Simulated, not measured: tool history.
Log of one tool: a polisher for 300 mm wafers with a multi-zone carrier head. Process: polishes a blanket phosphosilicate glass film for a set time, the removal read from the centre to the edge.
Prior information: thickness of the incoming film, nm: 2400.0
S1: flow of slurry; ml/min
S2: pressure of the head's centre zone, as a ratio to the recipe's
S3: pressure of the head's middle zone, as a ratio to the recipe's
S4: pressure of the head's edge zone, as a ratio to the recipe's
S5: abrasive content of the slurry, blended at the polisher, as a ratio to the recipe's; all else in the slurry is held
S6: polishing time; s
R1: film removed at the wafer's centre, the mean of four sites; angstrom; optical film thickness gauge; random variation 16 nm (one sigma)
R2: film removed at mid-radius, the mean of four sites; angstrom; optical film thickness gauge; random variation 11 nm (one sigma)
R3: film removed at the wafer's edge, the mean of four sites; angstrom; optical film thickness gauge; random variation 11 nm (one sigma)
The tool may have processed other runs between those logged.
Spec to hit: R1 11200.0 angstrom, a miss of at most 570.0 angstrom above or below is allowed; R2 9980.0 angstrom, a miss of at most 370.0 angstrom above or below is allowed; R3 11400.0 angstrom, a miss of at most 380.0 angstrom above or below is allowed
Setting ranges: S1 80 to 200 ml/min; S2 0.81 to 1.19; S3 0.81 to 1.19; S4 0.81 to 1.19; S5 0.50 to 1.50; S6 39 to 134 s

{"run": 1, "day": 0.0, "S1": 130, "S2": 1.0, "S3": 1.0, "S4": 1.0, "S5": 1.0, "S6": 86, "R1": 7767.3, "R2": 7338.7, "R3": 7725.3}
{"run": 2, "day": 0.338, "S1": 135, "S2": 1.01, "S3": 1.0, "S4": 1.03, "S5": 1.1, "S6": 87, "R1": 8180.5, "R2": 7885.0, "R3": 8057.9}
{"run": 3, "day": 0.688, "S1": 130, "S2": 1.01, "S3": 0.97, "S4": 1.04, "S5": 1.15, "S6": 91, "R1": 8441.7, "R2": 8004.3, "R3": 8778.8}
{"run": 4, "day": 0.983, "S1": 130, "S2": 1.01, "S3": 0.97, "S4": 0.96, "S5": 1.15, "S6": 91, "R1": 8564.8, "R2": 8103.1, "R3": 8648.0}
{"run": 5, "day": 1.158, "S1": 130, "S2": 1.01, "S3": 1.05, "S4": 0.96, "S5": 1.15, "S6": 91, "R1": 8654.7, "R2": 8689.2, "R3": 8596.6}
{"run": 6, "day": 1.267, "S1": 130, "S2": 1.02, "S3": 1.02, "S4": 0.97, "S5": 1.2, "S6": 93, "R1": 9064.9, "R2": 8829.6, "R3": 8995.3}
{"run": 7, "day": 1.325, "S1": 130, "S2": 1.03, "S3": 1.0, "S4": 0.98, "S5": 1.25, "S6": 94, "R1": 9435.3, "R2": 8849.5, "R3": 9124.9}
{"run": 8, "day": 1.421, "S1": 135, "S2": 1.03, "S3": 0.98, "S4": 0.99, "S5": 1.3, "S6": 96, "R1": 9856.6, "R2": 9153.4, "R3": 9621.4}
{"run": 9, "day": 1.629, "S1": 135, "S2": 1.03, "S3": 0.96, "S4": 1.0, "S5": 1.35, "S6": 97, "R1": 10089.0, "R2": 9095.7, "R3": 9954.1}
{"run": 10, "day": 1.95, "S1": 140, "S2": 1.02, "S3": 0.95, "S4": 1.01, "S5": 1.4, "S6": 98, "R1": 10331.0, "R2": 9239.7, "R3": 10096.0}
{"run": 11, "day": 2.25, "S1": 135, "S2": 1.02, "S3": 0.95, "S4": 1.01, "S5": 1.4, "S6": 100, "R1": 10210.0, "R2": 9560.5, "R3": 10404.0}
{"run": 12, "day": 2.312, "S1": 160, "S2": 1.03, "S3": 0.94, "S4": 1.11, "S5": 1.45, "S6": 100, "R1": 11013.0, "R2": 10050.0, "R3": 10892.0}

Which one of the following 4 next-run settings gets every result inside its allowed miss? There is exactly one.
{"run": "A", "day": 2.375, "S1": 140, "S2": 1.03, "S3": 0.85, "S4": 1.07, "S5": 1.45, "S6": 105, "R1": "?", "R2": "?", "R3": "?"}
{"run": "B", "day": 2.375, "S1": 145, "S2": 1.02, "S3": 0.93, "S4": 1.15, "S5": 1.35, "S6": 107, "R1": "?", "R2": "?", "R3": "?"}
{"run": "C", "day": 2.375, "S1": 145, "S2": 1.04, "S3": 0.85, "S4": 1.14, "S5": 1.45, "S6": 103, "R1": "?", "R2": "?", "R3": "?"}
{"run": "D", "day": 2.375, "S1": 185, "S2": 1.12, "S3": 1.1, "S4": 1.05, "S5": 1.45, "S6": 91, "R1": "?", "R2": "?", "R3": "?"}

move=A R1=11022.0 R2=9463.8 R3=11274.0
move=B R1=10940.0 R2=10185.0 R3=11478.0
move=C R1=10978.0 R2=9344.2 R3=11327.0
move=D R1=10802.0 R2=10676.0 R3=10023.0
A: gets the furthest-off result to its target, but another result is out of tolerance
B: each result inside its tolerance
C: gets the furthest-off result to its target, but another result is out of tolerance
D: moves away from the targets compared with the last run
The right move is B.

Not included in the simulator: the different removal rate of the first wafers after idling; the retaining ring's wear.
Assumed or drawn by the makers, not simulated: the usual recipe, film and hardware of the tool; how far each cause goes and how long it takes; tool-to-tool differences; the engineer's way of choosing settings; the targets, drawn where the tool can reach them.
